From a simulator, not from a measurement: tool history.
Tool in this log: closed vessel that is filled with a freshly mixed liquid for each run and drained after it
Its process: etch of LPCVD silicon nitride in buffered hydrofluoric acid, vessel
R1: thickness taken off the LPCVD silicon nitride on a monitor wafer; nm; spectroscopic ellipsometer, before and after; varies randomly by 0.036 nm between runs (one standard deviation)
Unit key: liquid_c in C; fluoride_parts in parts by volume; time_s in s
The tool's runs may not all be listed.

run 1 hour=0.0 | liquid_c=21.0 fluoride_parts=19.0 time_s=555 | R1=4.1546
run 2 hour=4.5 | liquid_c=21.5 fluoride_parts=19.0 time_s=555 | R1=4.3064
run 3 hour=9.0 | liquid_c=21.5 fluoride_parts=19.0 time_s=430 | R1=3.3106
run 4 hour=16.2 | liquid_c=18.5 fluoride_parts=19.0 time_s=430 | R1=2.8279
run 5 hour=24.6 | liquid_c=21.5 fluoride_parts=19.0 time_s=430 | R1=3.3074
run 6 hour=29.1 | liquid_c=22.5 fluoride_parts=18.5 time_s=430 | R1=3.5900

Predict the results of run 7:
run 7 hour=30.3 | liquid_c=26.5 fluoride_parts=15.5 time_s=430 | R1=?

{"run 7": {"R1": 5.3352}}
